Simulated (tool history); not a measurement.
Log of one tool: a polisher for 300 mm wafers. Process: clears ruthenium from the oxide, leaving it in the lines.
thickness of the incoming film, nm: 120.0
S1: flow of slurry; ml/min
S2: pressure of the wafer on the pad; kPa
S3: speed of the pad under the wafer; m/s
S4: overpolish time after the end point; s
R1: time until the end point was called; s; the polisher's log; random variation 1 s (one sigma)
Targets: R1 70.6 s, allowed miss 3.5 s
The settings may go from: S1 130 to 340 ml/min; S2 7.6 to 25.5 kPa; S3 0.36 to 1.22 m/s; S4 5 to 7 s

{"run": 1, "day": 0.0, "S1": 220, "S2": 16.5, "S3": 0.78, "S4": 7, "R1": 130.86}
{"run": 2, "day": 0.254, "S1": 220, "S2": 16.5, "S3": 0.78, "S4": 5, "R1": 126.09}
{"run": 3, "day": 0.617, "S1": 220, "S2": 20, "S3": 0.78, "S4": 5, "R1": 114.63}
{"run": 4, "day": 0.792, "S1": 220, "S2": 20, "S3": 0.78, "S4": 7, "R1": 114.61}
{"run": 5, "day": 1.104, "S1": 170, "S2": 20, "S3": 0.78, "S4": 7, "R1": 114.68}
{"run": 6, "day": 1.371, "S1": 170, "S2": 20.7, "S3": 0.8, "S4": 7, "R1": 110.37}
{"run": 7, "day": 1.562, "S1": 170, "S2": 21.4, "S3": 0.82, "S4": 7, "R1": 103.64}
{"run": 8, "day": 1.779, "S1": 170, "S2": 21.4, "S3": 0.82, "S4": 7, "R1": 103.23}
{"run": 9, "day": 1.933, "S1": 170, "S2": 22.1, "S3": 0.84, "S4": 7, "R1": 98.909}
{"run": 10, "day": 2.112, "S1": 170, "S2": 22.8, "S3": 0.86, "S4": 7, "R1": 93.29}
{"run": 11, "day": 2.2, "S1": 170, "S2": 22.8, "S3": 0.88, "S4": 7, "R1": 93.039}
{"run": 12, "day": 2.429, "S1": 170, "S2": 22.8, "S3": 0.9, "S4": 7, "R1": 91.212}
{"run": 13, "day": 2.525, "S1": 170, "S2": 22.8, "S3": 0.92, "S4": 7, "R1": 89.612}
{"run": 14, "day": 2.729, "S1": 170, "S2": 22.8, "S3": 0.94, "S4": 7, "R1": 88.401}
{"run": 15, "day": 3.054, "S1": 170, "S2": 22.8, "S3": 0.96, "S4": 7, "R1": 84.56}
{"run": 16, "day": 3.217, "S1": 170, "S2": 24.1, "S3": 1, "S4": 7, "R1": 78.203}

5 next moves are on the table. One of them brings every result within its allowed miss. Which?
{"run": "A", "day": 3.379, "S1": 130, "S2": 21.4, "S3": 0.98, "S4": 5, "R1": "?"}
{"run": "B", "day": 3.379, "S1": 200, "S2": 22.8, "S3": 0.92, "S4": 5, "R1": "?"}
{"run": "C", "day": 3.379, "S1": 160, "S2": 22.1, "S3": 1.2, "S4": 5, "R1": "?"}
{"run": "D", "day": 3.379, "S1": 180, "S2": 17.2, "S3": 1.12, "S4": 7, "R1": "?"}
{"run": "E", "day": 3.379, "S1": 165, "S2": 25.5, "S3": 0.84, "S4": 6, "R1": "?"}

move=A R1=90.553
move=B R1=88.78
move=C R1=71.334
move=D R1=91.551
move=E R1=89.701
A: further off than the last run
B: further off than the last run
C: meets every target
D: further off than the last run
E: further off than the last run
Answer: C

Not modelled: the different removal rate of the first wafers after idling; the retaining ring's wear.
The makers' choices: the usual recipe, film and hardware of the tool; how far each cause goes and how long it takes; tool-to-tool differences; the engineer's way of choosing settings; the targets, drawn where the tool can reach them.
